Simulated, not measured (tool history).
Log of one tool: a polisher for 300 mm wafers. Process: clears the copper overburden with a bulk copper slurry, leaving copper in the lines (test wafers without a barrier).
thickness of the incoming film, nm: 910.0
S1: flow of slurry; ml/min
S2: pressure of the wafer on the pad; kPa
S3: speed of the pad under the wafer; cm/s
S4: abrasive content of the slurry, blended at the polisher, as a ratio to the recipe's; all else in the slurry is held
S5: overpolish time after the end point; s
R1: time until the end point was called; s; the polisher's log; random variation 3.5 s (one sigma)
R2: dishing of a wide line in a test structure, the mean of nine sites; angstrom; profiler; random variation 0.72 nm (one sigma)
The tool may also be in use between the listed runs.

run  hour   S1    S2   S3  S4  S5      R1      R2
  1     0  185  17.2  132   1  22  82.522  1148.3
  2     3  185  17.2  118   1  22  94.597  1072.5
  3   5.4  185  17.2  118   1  16  90.924  919.74
  4   8.1  185  14.5  110   1  14  113.83  716.52
  5  10.1  185  12.4  108   1  15  132.02   673.3
  6  14.6  165  12.4  108   1  15  136.02  669.06
  7  22.7  165   7.6  108   1  11  200.16   389.7

Forecast run 8:
  8    29  165  7.6  108   1  11   ?   ?

Run 8 gave R1 195.21 s, R2 381.63 angstrom.
